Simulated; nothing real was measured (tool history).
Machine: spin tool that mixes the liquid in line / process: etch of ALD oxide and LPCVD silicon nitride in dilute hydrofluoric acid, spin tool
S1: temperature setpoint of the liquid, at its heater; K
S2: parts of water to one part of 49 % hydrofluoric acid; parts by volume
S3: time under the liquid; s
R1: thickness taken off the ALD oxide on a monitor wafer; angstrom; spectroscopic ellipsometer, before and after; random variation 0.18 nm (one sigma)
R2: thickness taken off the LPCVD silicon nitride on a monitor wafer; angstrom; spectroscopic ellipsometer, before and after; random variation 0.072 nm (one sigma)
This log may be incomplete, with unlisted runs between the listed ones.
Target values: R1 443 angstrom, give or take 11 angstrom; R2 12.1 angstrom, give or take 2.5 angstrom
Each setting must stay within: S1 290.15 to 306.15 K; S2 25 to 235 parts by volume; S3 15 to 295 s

Run 1, hour 0: S1 298.15 K, S2 130 parts by volume, S3 150 s. Result: R1 233.95 angstrom, R2 6.4598 angstrom.
Run 2, hour 2.8: S1 299.15 K, S2 120 parts by volume, S3 150 s. Result: R1 268.96 angstrom, R2 7.6682 angstrom.
Run 3, hour 7.4: S1 300.15 K, S2 115 parts by volume, S3 150 s. Result: R1 291.91 angstrom, R2 7.6487 angstrom.
Run 4, hour 14.9: S1 301.15 K, S2 110 parts by volume, S3 150 s. Result: R1 320.56 angstrom, R2 9.5001 angstrom.
Run 5, hour 21.8: S1 301.65 K, S2 105 parts by volume, S3 150 s. Result: R1 342.72 angstrom, R2 9.5326 angstrom.
Run 6, hour 27.1: S1 301.65 K, S2 105 parts by volume, S3 215 s. Result: R1 487.19 angstrom, R2 14.706 angstrom.
Run 7, hour 33.5: S1 301.15 K, S2 105 parts by volume, S3 215 s. Result: R1 479.81 angstrom, R2 13.094 angstrom.
Run 8, hour 34.5: S1 300.15 K, S2 105 parts by volume, S3 215 s. Result: R1 464.12 angstrom, R2 12.186 angstrom.

Next run, 5 choices. One meets every target within its allowed miss, the rest don't. Which?
Run A, hour 35.5: S1 297.65 K, S2 115 parts by volume, S3 270 s. Result: R1 ?, R2 ?.
Run B, hour 35.5: S1 297.65 K, S2 120 parts by volume, S3 265 s. Result: R1 ?, R2 ?.
Run C, hour 35.5: S1 300.65 K, S2 105 parts by volume, S3 215 s. Result: R1 ?, R2 ?.
Run D, hour 35.5: S1 299.65 K, S2 125 parts by volume, S3 245 s. Result: R1 ?, R2 ?.
Run E, hour 35.5: S1 300.15 K, S2 100 parts by volume, S3 205 s. Result: R1 ?, R2 ?.

move      R1      R2
   A  475.58  13.224
   B  444.74  12.447
   C  472.33  14.024
   D  424.33  12.599
   E  466.68  13.585
A: the biggest miss grows against the last run
B: each result inside its tolerance
C: the biggest miss grows against the last run
D: takes the biggest miss from the last run beyond its target
E: the biggest miss grows against the last run
B meets every target.
